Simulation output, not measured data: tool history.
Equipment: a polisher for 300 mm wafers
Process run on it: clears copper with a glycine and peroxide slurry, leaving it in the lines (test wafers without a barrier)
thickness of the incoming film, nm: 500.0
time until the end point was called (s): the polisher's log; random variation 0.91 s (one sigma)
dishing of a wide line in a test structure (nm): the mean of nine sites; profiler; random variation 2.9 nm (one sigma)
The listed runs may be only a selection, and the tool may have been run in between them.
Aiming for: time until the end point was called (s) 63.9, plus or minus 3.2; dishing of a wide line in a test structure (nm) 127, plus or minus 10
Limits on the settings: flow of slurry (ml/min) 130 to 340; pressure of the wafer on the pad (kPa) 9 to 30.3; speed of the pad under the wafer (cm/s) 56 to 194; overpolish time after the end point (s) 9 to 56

| run | hour | flow of slurry (ml/min) | pressure of the wafer on the pad (kPa) | speed of the pad under the wafer (cm/s) | overpolish time after the end point (s) | time until the end point was called (s) | dishing of a wide line in a test structure (nm) |
|---|---|---|---|---|---|---|---|
| 1 | 0 | 220 | 19.3 | 124 | 29 | 79.687 | 89.762 |
| 2 | 8.1 | 220 | 19.3 | 124 | 23 | 81.158 | 75.035 |
| 3 | 14 | 220 | 20.7 | 124 | 26 | 77.281 | 84.118 |
| 4 | 19.2 | 220 | 22.1 | 124 | 29 | 75.414 | 92.642 |
| 5 | 23.3 | 220 | 23.4 | 126 | 31 | 72.517 | 99.279 |
| 6 | 30.5 | 220 | 24.1 | 128 | 33 | 69.721 | 102.45 |
| 7 | 33.1 | 220 | 24.8 | 128 | 35 | 69.092 | 111.2 |
| 8 | 39.1 | 220 | 25.5 | 128 | 36 | 67.582 | 113.39 |

Pick the move, out of 5, that brings all results within their allowed miss; only one does.
| A | 45.1 | 235 | 18.6 | 144 | 33 | ? | ? |
| B | 45.1 | 235 | 25.5 | 134 | 40 | ? | ? |
| C | 45.1 | 225 | 25.5 | 110 | 33 | ? | ? |
| D | 45.1 | 270 | 25.5 | 112 | 34 | ? | ? |
| E | 45.1 | 270 | 28.3 | 130 | 24 | ? | ? |

| move | time until the end point was called (s) | dishing of a wide line in a test structure (nm) |
|---|---|---|
| A | 72.987 | 100.38 |
| B | 64.354 | 121.88 |
| C | 73.216 | 103.18 |
| D | 71.099 | 106.78 |
| E | 60.894 | 95.002 |
A: the biggest miss grows against the last run
B: all results in spec
C: the biggest miss grows against the last run
D: the biggest miss grows against the last run
E: the biggest miss grows against the last run
Correct choice: B, which meets every target
